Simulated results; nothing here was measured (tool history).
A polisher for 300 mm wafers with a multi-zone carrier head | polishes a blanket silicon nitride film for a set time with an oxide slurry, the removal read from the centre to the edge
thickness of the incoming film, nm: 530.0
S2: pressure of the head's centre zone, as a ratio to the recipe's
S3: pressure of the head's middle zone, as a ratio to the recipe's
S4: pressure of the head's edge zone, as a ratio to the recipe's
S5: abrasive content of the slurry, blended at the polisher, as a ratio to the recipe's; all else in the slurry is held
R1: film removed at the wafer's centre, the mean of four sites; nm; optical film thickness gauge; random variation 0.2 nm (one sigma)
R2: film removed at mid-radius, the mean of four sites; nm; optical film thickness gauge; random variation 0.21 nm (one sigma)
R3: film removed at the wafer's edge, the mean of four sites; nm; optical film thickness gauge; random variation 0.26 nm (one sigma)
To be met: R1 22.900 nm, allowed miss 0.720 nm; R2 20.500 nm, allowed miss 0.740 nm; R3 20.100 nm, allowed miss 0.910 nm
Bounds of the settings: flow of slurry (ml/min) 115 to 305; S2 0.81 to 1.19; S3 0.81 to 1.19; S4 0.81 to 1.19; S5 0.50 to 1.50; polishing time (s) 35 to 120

Run 1, day 0.000: flow of slurry (ml/min) 195, S2 1.00, S3 1.00, S4 1.00, S5 1.00, polishing time (s) 77. Result: R1 36.404 nm, R2 36.209 nm, R3 37.363 nm.
Run 2, day 0.092: flow of slurry (ml/min) 195, S2 0.96, S3 1.00, S4 1.00, S5 1.00, polishing time (s) 77. Result: R1 35.381 nm, R2 36.008 nm, R3 36.077 nm.
Run 3, day 0.446: flow of slurry (ml/min) 205, S2 0.96, S3 0.98, S4 0.98, S5 0.95, polishing time (s) 75. Result: R1 33.502 nm, R2 33.393 nm, R3 34.993 nm.
Run 4, day 0.733: flow of slurry (ml/min) 200, S2 0.98, S3 0.99, S4 0.96, S5 0.90, polishing time (s) 73. Result: R1 32.390 nm, R2 31.917 nm, R3 32.340 nm.
Run 5, day 1.017: flow of slurry (ml/min) 200, S2 0.98, S3 0.99, S4 0.96, S5 0.70, polishing time (s) 73. Result: R1 28.264 nm, R2 28.290 nm, R3 29.012 nm.
Run 6, day 1.346: flow of slurry (ml/min) 200, S2 0.98, S3 0.93, S4 0.96, S5 0.70, polishing time (s) 73. Result: R1 27.982 nm, R2 26.490 nm, R3 29.030 nm.
Run 7, day 1.417: flow of slurry (ml/min) 200, S2 0.99, S3 0.93, S4 0.94, S5 0.70, polishing time (s) 72. Result: R1 28.038 nm, R2 26.328 nm, R3 27.626 nm.
Run 8, day 1.658: flow of slurry (ml/min) 195, S2 0.99, S3 0.92, S4 0.93, S5 0.70, polishing time (s) 72. Result: R1 27.656 nm, R2 26.437 nm, R3 27.714 nm.
Run 9, day 1.796: flow of slurry (ml/min) 195, S2 0.99, S3 0.92, S4 0.93, S5 0.70, polishing time (s) 72. Result: R1 27.802 nm, R2 26.103 nm, R3 27.589 nm.
Run 10, day 2.021: flow of slurry (ml/min) 195, S2 0.99, S3 0.92, S4 0.92, S5 0.70, polishing time (s) 71. Result: R1 27.729 nm, R2 25.788 nm, R3 26.887 nm.
Run 11, day 2.175: flow of slurry (ml/min) 190, S2 0.99, S3 0.92, S4 0.91, S5 0.70, polishing time (s) 71. Result: R1 27.032 nm, R2 25.384 nm, R3 27.355 nm.
Run 12, day 2.200: flow of slurry (ml/min) 200, S2 0.99, S3 0.92, S4 0.90, S5 0.70, polishing time (s) 70. Result: R1 27.846 nm, R2 25.036 nm, R3 26.729 nm.

5 next moves are on the table. One of them brings every result within its allowed miss. Which?
Run A, day 2.225: flow of slurry (ml/min) 220, S2 0.97, S3 0.81, S4 1.04, S5 0.60, polishing time (s) 96. Result: R1 ?, R2 ?, R3 ?.
Run B, day 2.225: flow of slurry (ml/min) 175, S2 0.96, S3 0.88, S4 0.94, S5 0.65, polishing time (s) 61. Result: R1 ?, R2 ?, R3 ?.
Run C, day 2.225: flow of slurry (ml/min) 205, S2 0.81, S3 0.81, S4 0.97, S5 0.80, polishing time (s) 95. Result: R1 ?, R2 ?, R3 ?.
Run D, day 2.225: flow of slurry (ml/min) 115, S2 0.81, S3 1.14, S4 1.06, S5 0.55, polishing time (s) 102. Result: R1 ?, R2 ?, R3 ?.
Run E, day 2.225: flow of slurry (ml/min) 255, S2 1.07, S3 0.98, S4 0.90, S5 0.50, polishing time (s) 64. Result: R1 ?, R2 ?, R3 ?.

move      R1      R2      R3
   A  33.758  29.600  35.666
   B  21.393  20.374  22.034
   C  32.516  34.270  39.991
   D  24.245  34.539  32.630
   E  22.569  20.913  19.957
A: further off than the last run
B: nearer than the last run, and not there yet
C: further off than the last run
D: further off than the last run
E: meets every target
Answer: E
